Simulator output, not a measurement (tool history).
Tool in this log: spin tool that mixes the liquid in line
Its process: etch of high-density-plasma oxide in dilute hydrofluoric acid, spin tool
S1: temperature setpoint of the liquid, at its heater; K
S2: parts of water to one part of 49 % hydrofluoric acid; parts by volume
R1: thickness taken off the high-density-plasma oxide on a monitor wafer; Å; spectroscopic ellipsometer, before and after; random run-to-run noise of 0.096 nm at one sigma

run 1 hour=0 | S1=293.15 S2=110 time_under_the_liquid_(s)=230 | R1=113.64
run 2 hour=2.5 | S1=293.15 S2=110 time_under_the_liquid_(s)=250 | R1=123.19
run 3 hour=6.3 | S1=295.65 S2=105 time_under_the_liquid_(s)=250 | R1=144.85
run 4 hour=10.7 | S1=295.65 S2=80 time_under_the_liquid_(s)=250 | R1=195.65
-- hour=14.3 hydrofluoric acid flow meter replaced
run 5 hour=14.3 | S1=295.65 S2=45 time_under_the_liquid_(s)=250 | R1=339.9
run 6 hour=20.9 | S1=294.15 S2=55 time_under_the_liquid_(s)=250 | R1=255.67
run 7 hour=26.6 | S1=293.15 S2=55 time_under_the_liquid_(s)=250 | R1=244.95
run 8 hour=33.1 | S1=292.15 S2=55 time_under_the_liquid_(s)=250 | R1=236.1
run 9 hour=36.9 | S1=291.65 S2=55 time_under_the_liquid_(s)=250 | R1=230.99

Estimate the outcome of run 10 from the log above:
run 10 hour=43.7 | S1=291.65 S2=55 time_under_the_liquid_(s)=250 | R1=?

{"run 10": {"R1": 231.15}}
